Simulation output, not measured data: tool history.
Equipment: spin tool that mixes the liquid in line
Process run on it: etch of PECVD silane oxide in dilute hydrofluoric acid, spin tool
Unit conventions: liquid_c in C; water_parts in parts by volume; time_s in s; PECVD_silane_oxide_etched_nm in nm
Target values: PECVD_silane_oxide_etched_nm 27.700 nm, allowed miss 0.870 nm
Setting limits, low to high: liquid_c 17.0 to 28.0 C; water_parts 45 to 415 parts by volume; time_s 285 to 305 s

run  hour  liquid_c  water_parts  time_s  PECVD_silane_oxide_etched_nm
  1   0.0      20.0          230     285                        16.371
  2   2.9      22.0          215     285                        19.162
  3  10.0      22.0          215     285                        18.960
  4  10.9      22.0          215     285                        19.090
  5  17.0      23.5          215     285                        20.095
  6  22.4      24.5          205     285                        21.990
  7  29.9      25.5          200     285                        24.165
     34.1  -- hydrofluoric acid flow meter replaced
  8  34.1      26.0          200     285                        21.785

4 candidate next runs follow, results not yet known. Just one meets every target within its allowed miss. Identify it.
  A  38.3      20.5          140     305                             ?
  B  38.3      26.5          155     305                             ?
  C  38.3      28.0          185     300                             ?
  D  38.3      26.5          190     305                             ?

move  PECVD_silane_oxide_etched_nm
   A                        28.785
   B                        32.200
   C                        27.036
   D                        25.209
A: pushes the last run's worst result past its target
B: pushes the last run's worst result past its target
C: every result lands within tolerance
D: gains on the last run, yet a result remains outside its allowed miss
So the answer is move C, the one that meets all the targets.
